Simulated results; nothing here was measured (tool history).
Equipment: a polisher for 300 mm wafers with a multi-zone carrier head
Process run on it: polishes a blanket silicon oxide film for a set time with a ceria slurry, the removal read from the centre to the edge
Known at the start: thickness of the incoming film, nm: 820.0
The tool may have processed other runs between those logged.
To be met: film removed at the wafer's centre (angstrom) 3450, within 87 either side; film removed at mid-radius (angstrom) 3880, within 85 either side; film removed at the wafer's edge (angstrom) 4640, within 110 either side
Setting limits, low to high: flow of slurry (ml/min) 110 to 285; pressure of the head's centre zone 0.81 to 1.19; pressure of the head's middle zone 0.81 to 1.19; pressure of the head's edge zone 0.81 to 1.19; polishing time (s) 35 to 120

run	day	flow of slurry (ml/min)	pressure of the head's centre zone	pressure of the head's middle zone	pressure of the head's edge zone	polishing time (s)	film removed at the wafer's centre (angstrom)	film removed at mid-radius (angstrom)	film removed at the wafer's edge (angstrom)
1	0	180	1	1	1	77	3373.2	3346.8	3450.2
2	0.062	180	1	0.95	1	77	3363.1	3235.8	3462.3
3	0.192	180	1	0.95	1	88	3833.4	3711	3939.8
4	0.492	180	0.96	0.94	1.05	89	3780.7	3723.1	4072.3
5	0.746	180	0.96	0.94	1.05	71	3030.3	2956.2	3267.5
6	1.058	140	0.96	0.94	1.05	71	2780.5	2846.6	3181.1
7	1.342	145	0.92	0.93	1.09	78	3031	3120.9	3553.8
8	1.371	140	0.89	0.93	1.12	83	3064.9	3291.8	3807.2
9	1.65	145	0.87	0.93	1.14	86	3153.2	3436.6	3966.7
10	1.692	145	0.85	0.92	1.15	89	3170.3	3548.4	4106.5

Which one of the following 5 next-run settings gets every result inside its allowed miss? There is exactly one.
A	1.733	115	0.86	0.93	1.18	102	?	?	?
B	1.733	160	0.9	0.95	1.15	94	?	?	?
C	1.733	200	0.86	0.89	1.16	95	?	?	?
D	1.733	135	0.9	0.89	1.14	101	?	?	?
E	1.733	130	0.92	0.89	1.16	96	?	?	?

move	film removed at the wafer's centre (angstrom)	film removed at mid-radius (angstrom)	film removed at the wafer's edge (angstrom)
A	3507.9	3916.9	4664.8
B	3654.6	3919.9	4447.8
C	3669	3917.6	4636.2
D	3785	3893.3	4652.7
E	3645.5	3671.2	4437.6
A: meets every target
B: closes in on the targets versus the last run, not all within tolerance yet
C: meets the target for the result that was furthest off, but another lies outside its allowed miss
D: meets the target for the result that was furthest off, but another lies outside its allowed miss
E: closes in on the targets versus the last run, not all within tolerance yet
Correct choice: A, which meets every target

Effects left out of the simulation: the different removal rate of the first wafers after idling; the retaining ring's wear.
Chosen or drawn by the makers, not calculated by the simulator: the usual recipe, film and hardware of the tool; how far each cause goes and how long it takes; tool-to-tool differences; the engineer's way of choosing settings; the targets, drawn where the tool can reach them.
